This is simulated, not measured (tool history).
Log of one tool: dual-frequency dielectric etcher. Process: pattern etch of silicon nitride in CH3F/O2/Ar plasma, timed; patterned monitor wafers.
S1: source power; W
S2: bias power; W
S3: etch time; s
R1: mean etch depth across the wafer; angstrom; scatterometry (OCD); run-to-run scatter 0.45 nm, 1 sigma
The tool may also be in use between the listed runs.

run  hour   S1  S2  S3      R1
  1     0  550  99  73  648.69
  2   1.9  550  89  73  605.57
  3   7.3  570  92  73  632.58
  4  12.5  570  92  73  632.37
     14.2  -- bias power generator calibrated
  5  14.2  610  92  73  629.06
  6  15.6  610  92  76  662.29
  7  16.6  620  96  76  678.88

Run 8, settings as shown, results not yet in. Your forecast:
  8  22.3  630  99  76   ?

R1: 697.83 angstrom
